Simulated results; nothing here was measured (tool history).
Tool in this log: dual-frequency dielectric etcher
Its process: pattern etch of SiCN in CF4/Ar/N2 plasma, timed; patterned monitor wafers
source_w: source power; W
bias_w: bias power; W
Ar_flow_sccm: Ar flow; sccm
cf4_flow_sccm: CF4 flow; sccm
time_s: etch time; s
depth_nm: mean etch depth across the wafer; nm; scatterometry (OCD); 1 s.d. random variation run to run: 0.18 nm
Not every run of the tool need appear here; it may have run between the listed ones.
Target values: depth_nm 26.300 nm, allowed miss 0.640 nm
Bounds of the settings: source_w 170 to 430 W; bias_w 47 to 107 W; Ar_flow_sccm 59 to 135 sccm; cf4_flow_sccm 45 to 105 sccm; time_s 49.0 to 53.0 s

| run | hour | source_w | bias_w | Ar_flow_sccm | cf4_flow_sccm | time_s | depth_nm |
|---|---|---|---|---|---|---|---|
| 1 | 0.0 | 300 | 77 | 97 | 75 | 53.0 | 36.232 |
| 2 | 5.8 | 290 | 77 | 97 | 75 | 53.0 | 34.605 |
| 3 | 8.3 | 290 | 77 | 97 | 75 | 49.0 | 32.488 |
| 4 | 13.5 | 280 | 77 | 97 | 75 | 49.0 | 31.042 |
| 5 | 14.4 | 280 | 85 | 97 | 75 | 49.0 | 32.241 |
| 6 | 22.3 | 280 | 85 | 97 | 83 | 49.0 | 32.462 |
| 7 | 27.4 | 270 | 85 | 97 | 83 | 49.0 | 31.460 |
|  | 29.9 | Ar flow controller replaced |
| 8 | 29.9 | 260 | 85 | 97 | 83 | 49.0 | 30.424 |
| 9 | 33.2 | 250 | 85 | 97 | 83 | 49.0 | 29.185 |
| 10 | 34.5 | 210 | 84 | 97 | 83 | 49.0 | 23.762 |
| 11 | 35.7 | 220 | 84 | 97 | 83 | 49.0 | 25.196 |

Of the 5 settings listed for the next run, only one would bring every result within its allowed miss of target. Which one?
| A | 36.9 | 200 | 98 | 90 | 91 | 49.0 | ? |
| B | 36.9 | 220 | 70 | 91 | 73 | 51.0 | ? |
| C | 36.9 | 190 | 100 | 77 | 83 | 49.5 | ? |
| D | 36.9 | 220 | 63 | 108 | 88 | 53.0 | ? |
| E | 36.9 | 230 | 83 | 102 | 94 | 49.0 | ? |

| move | depth_nm |
|---|---|
| A | 24.580 |
| B | 24.469 |
| C | 23.755 |
| D | 24.328 |
| E | 26.684 |
A: the biggest miss grows against the last run
B: the biggest miss grows against the last run
C: the biggest miss grows against the last run
D: the biggest miss grows against the last run
E: meets every target
Go with E: it meets all targets.

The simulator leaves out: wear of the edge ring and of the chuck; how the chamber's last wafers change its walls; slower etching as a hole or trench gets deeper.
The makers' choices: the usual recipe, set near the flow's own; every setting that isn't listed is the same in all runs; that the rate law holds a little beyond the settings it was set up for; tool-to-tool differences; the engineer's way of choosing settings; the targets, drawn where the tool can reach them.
